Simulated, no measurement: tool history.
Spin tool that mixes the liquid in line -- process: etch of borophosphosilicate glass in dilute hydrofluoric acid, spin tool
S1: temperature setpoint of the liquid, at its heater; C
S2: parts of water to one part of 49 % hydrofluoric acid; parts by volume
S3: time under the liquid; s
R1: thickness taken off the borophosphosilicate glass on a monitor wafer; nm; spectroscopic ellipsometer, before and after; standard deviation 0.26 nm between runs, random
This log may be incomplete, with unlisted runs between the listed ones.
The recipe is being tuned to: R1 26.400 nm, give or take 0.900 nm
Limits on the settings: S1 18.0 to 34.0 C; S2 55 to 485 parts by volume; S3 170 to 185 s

| run | hour | S1 | S2 | S3 | R1 |
|---|---|---|---|---|---|
| 1 | 0.0 | 26.0 | 270 | 170 | 34.537 |
| 2 | 9.0 | 27.5 | 270 | 170 | 35.789 |
| 3 | 9.8 | 27.5 | 270 | 185 | 39.001 |
| 4 | 14.4 | 27.5 | 185 | 185 | 61.729 |
| 5 | 18.7 | 27.5 | 185 | 185 | 62.353 |
| 6 | 21.4 | 27.5 | 240 | 185 | 45.283 |
| 7 | 23.5 | 27.5 | 240 | 185 | 45.647 |
| 8 | 28.3 | 26.5 | 255 | 185 | 40.134 |
| 9 | 30.8 | 22.5 | 275 | 185 | 31.968 |

Next run, 5 choices. One meets every target within its allowed miss, the rest don't. Which?
| A | 33.3 | 23.5 | 325 | 170 | ? |
| B | 33.3 | 22.0 | 270 | 170 | ? |
| C | 33.3 | 20.0 | 215 | 175 | ? |
| D | 33.3 | 23.0 | 325 | 175 | ? |
| E | 33.3 | 23.0 | 300 | 170 | ? |

| move | R1 |
|---|---|
| A | 24.488 |
| B | 29.454 |
| C | 37.262 |
| D | 24.776 |
| E | 26.696 |
A: the result that was furthest off in the last run now lies on the other side of its target
B: nearer than the last run, and not there yet
C: lands further from the targets than the last run did
D: the result that was furthest off in the last run now lies on the other side of its target
E: every result lands within tolerance
Go with E: it meets all targets.
